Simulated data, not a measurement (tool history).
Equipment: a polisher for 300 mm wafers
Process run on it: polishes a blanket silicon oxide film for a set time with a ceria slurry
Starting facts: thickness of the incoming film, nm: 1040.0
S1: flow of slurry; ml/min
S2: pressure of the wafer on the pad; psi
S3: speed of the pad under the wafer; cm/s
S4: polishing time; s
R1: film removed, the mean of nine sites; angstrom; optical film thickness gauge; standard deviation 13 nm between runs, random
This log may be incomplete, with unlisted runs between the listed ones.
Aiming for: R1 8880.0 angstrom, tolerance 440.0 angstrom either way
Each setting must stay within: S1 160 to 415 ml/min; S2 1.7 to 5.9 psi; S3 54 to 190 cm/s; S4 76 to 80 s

{"run": 1, "hour": 0.0, "S1": 265, "S2": 3.8, "S3": 122, "S4": 76, "R1": 6221.0}
{"run": 2, "hour": 6.3, "S1": 265, "S2": 3.8, "S3": 122, "S4": 76, "R1": 6031.0}
{"run": 3, "hour": 8.9, "S1": 265, "S2": 4.1, "S3": 122, "S4": 76, "R1": 6398.6}
{"run": 4, "hour": 11.0, "S1": 265, "S2": 4.4, "S3": 124, "S4": 76, "R1": 6815.0}
{"run": 5, "hour": 18.8, "S1": 265, "S2": 4.4, "S3": 124, "S4": 76, "R1": 6950.3}
{"run": 6, "hour": 26.2, "S1": 265, "S2": 4.4, "S3": 146, "S4": 76, "R1": 7746.8}
{"run": 7, "hour": 30.8, "S1": 265, "S2": 4.5, "S3": 146, "S4": 76, "R1": 7979.1}
{"run": 8, "hour": 36.3, "S1": 265, "S2": 4.6, "S3": 146, "S4": 76, "R1": 7729.4}
{"run": 9, "hour": 38.4, "S1": 265, "S2": 4.7, "S3": 148, "S4": 76, "R1": 8142.5}
{"run": 10, "hour": 41.5, "S1": 265, "S2": 4.7, "S3": 148, "S4": 76, "R1": 8022.9}

Which single option among these 4 for the next run brings every result within its allowed miss of target? Just one does.
{"run": "A", "hour": 44.6, "S1": 320, "S2": 5.3, "S3": 144, "S4": 80, "R1": "?"}
{"run": "B", "hour": 44.6, "S1": 200, "S2": 5.2, "S3": 152, "S4": 76, "R1": "?"}
{"run": "C", "hour": 44.6, "S1": 270, "S2": 5.3, "S3": 160, "S4": 80, "R1": "?"}
{"run": "D", "hour": 44.6, "S1": 255, "S2": 5.1, "S3": 154, "S4": 80, "R1": "?"}

move=A R1=9387.3
move=B R1=8794.5
move=C R1=10037.0
move=D R1=9404.9
A: takes the result that was furthest off past its target
B: all results land within tolerance of their targets
C: takes the result that was furthest off past its target
D: takes the result that was furthest off past its target
Correct choice: B, which meets every target
